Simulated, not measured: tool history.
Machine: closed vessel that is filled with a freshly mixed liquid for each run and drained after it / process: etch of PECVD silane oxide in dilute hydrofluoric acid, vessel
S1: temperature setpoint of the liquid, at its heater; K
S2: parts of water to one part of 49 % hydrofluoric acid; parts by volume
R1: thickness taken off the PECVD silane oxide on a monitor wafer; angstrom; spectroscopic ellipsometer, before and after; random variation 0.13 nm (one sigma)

Run 1, hour 0: S1 299.15 K, S2 100 parts by volume, time in the liquid (s) 115. Result: R1 294.11 angstrom.
Run 2, hour 3.4: S1 299.15 K, S2 70 parts by volume, time in the liquid (s) 115. Result: R1 430.66 angstrom.
Run 3, hour 11.5: S1 302.15 K, S2 70 parts by volume, time in the liquid (s) 115. Result: R1 489.63 angstrom.
Run 4, hour 16.3: S1 299.65 K, S2 75 parts by volume, time in the liquid (s) 115. Result: R1 412.11 angstrom.
Run 5, hour 17.1: S1 299.65 K, S2 95 parts by volume, time in the liquid (s) 115. Result: R1 310.61 angstrom.
Run 6, hour 18.3: S1 299.65 K, S2 95 parts by volume, time in the liquid (s) 115. Result: R1 312.26 angstrom.
Run 7, hour 22.7: S1 298.15 K, S2 95 parts by volume, time in the liquid (s) 115. Result: R1 294.2 angstrom.
Run 8, hour 29.7: S1 297.15 K, S2 95 parts by volume, time in the liquid (s) 115. Result: R1 285.21 angstrom.

Predict the results of run 9:
Run 9, hour 35.2: S1 296.15 K, S2 95 parts by volume, time in the liquid (s) 115. Result: R1 ?.

Run 9 gave R1 272 angstrom.

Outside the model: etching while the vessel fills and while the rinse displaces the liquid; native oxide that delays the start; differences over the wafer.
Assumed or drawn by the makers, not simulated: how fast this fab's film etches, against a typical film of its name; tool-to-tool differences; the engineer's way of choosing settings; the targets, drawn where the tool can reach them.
